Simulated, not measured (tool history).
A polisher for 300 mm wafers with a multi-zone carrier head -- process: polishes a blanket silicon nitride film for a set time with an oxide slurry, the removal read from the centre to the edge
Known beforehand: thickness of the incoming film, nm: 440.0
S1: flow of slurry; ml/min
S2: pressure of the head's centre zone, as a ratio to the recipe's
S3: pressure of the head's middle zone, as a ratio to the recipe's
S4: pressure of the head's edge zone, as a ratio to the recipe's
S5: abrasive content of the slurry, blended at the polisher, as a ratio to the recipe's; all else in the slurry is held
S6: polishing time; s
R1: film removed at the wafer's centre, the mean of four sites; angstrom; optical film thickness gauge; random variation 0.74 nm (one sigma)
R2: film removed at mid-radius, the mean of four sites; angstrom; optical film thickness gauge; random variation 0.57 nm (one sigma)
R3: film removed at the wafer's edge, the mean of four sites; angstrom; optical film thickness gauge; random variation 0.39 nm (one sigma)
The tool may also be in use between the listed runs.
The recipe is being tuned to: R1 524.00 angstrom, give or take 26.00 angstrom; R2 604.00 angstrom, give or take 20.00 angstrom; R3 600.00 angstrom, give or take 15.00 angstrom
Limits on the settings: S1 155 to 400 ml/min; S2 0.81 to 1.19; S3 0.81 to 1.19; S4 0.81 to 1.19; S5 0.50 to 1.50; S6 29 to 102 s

Run 1, hour 0.0: S1 255 ml/min, S2 1.00, S3 1.00, S4 1.00, S5 1.00, S6 65 s. Result: R1 552.03 angstrom, R2 507.63 angstrom, R3 521.68 angstrom.
Run 2, hour 5.7: S1 265 ml/min, S2 0.97, S3 1.04, S4 1.05, S5 1.05, S6 65 s. Result: R1 540.20 angstrom, R2 536.31 angstrom, R3 546.68 angstrom.
Run 3, hour 10.7: S1 275 ml/min, S2 0.96, S3 1.07, S4 1.08, S5 1.05, S6 65 s. Result: R1 531.01 angstrom, R2 564.38 angstrom, R3 552.72 angstrom.
Run 4, hour 16.2: S1 275 ml/min, S2 0.96, S3 1.07, S4 1.08, S5 1.05, S6 56 s. Result: R1 456.34 angstrom, R2 477.64 angstrom, R3 480.98 angstrom.
Run 5, hour 17.8: S1 275 ml/min, S2 0.93, S3 1.07, S4 1.08, S5 1.05, S6 56 s. Result: R1 453.44 angstrom, R2 482.84 angstrom, R3 478.86 angstrom.
Run 6, hour 21.7: S1 280 ml/min, S2 0.93, S3 1.08, S4 1.11, S5 1.15, S6 56 s. Result: R1 464.17 angstrom, R2 503.12 angstrom, R3 493.73 angstrom.
At hour 23.3: centre zone pressure recalibrated.
Run 7, hour 23.3: S1 280 ml/min, S2 0.87, S3 1.06, S4 1.17, S5 1.40, S6 62 s. Result: R1 487.85 angstrom, R2 570.48 angstrom, R3 598.26 angstrom.
Run 8, hour 32.2: S1 290 ml/min, S2 0.88, S3 1.07, S4 1.17, S5 1.40, S6 62 s. Result: R1 493.83 angstrom, R2 584.36 angstrom, R3 603.68 angstrom.

Which single option among these 4 for the next run brings every result within its allowed miss of target? Just one does.
Run A, hour 41.1: S1 320 ml/min, S2 0.86, S3 1.07, S4 1.19, S5 1.35, S6 60 s. Result: R1 ?, R2 ?, R3 ?.
Run B, hour 41.1: S1 325 ml/min, S2 0.92, S3 1.10, S4 1.15, S5 1.35, S6 62 s. Result: R1 ?, R2 ?, R3 ?.
Run C, hour 41.1: S1 255 ml/min, S2 0.99, S3 0.95, S4 1.12, S5 1.20, S6 72 s. Result: R1 ?, R2 ?, R3 ?.
Run D, hour 41.1: S1 335 ml/min, S2 1.05, S3 1.06, S4 1.08, S5 1.40, S6 63 s. Result: R1 ?, R2 ?, R3 ?.

move      R1      R2      R3
   A  466.88  561.60  587.43
   B  514.46  594.94  596.72
   C  598.59  573.08  647.60
   D  599.53  593.53  595.36
A: misses by more than the last run did
B: hits every target within its allowed miss
C: takes the biggest miss from the last run beyond its target
D: takes the biggest miss from the last run beyond its target
B is the move that brings every result within its allowed miss.

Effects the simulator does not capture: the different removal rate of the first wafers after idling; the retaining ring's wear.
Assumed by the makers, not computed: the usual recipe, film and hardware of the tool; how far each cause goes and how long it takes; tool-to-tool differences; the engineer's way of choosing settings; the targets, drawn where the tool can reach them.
